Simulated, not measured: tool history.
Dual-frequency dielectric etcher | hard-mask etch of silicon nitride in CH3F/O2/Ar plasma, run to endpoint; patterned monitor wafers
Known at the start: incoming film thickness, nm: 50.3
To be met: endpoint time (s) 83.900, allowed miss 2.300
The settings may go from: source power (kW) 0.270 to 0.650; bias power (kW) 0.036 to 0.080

run	hour	source power (kW)	bias power (kW)	endpoint time (s)
1	0.0	0.460	0.058	74.452
2	1.0	0.420	0.056	77.441
3	8.8	0.500	0.056	73.429
4	17.5	0.500	0.062	70.125
5	22.9	0.540	0.062	68.810
6	27.3	0.480	0.058	73.569
7	34.9	0.440	0.056	75.942
8	39.8	0.410	0.054	79.736

Which of these 5 next moves meets every target?
A	44.7	0.450	0.063	?
B	44.7	0.370	0.051	?
C	44.7	0.430	0.067	?
D	44.7	0.460	0.054	?
E	44.7	0.390	0.058	?

move	endpoint time (s)
A	72.066
B	83.840
C	71.268
D	76.283
E	78.111
A: further off than the last run
B: meets every target
C: further off than the last run
D: further off than the last run
E: further off than the last run
Move B is the one to make.
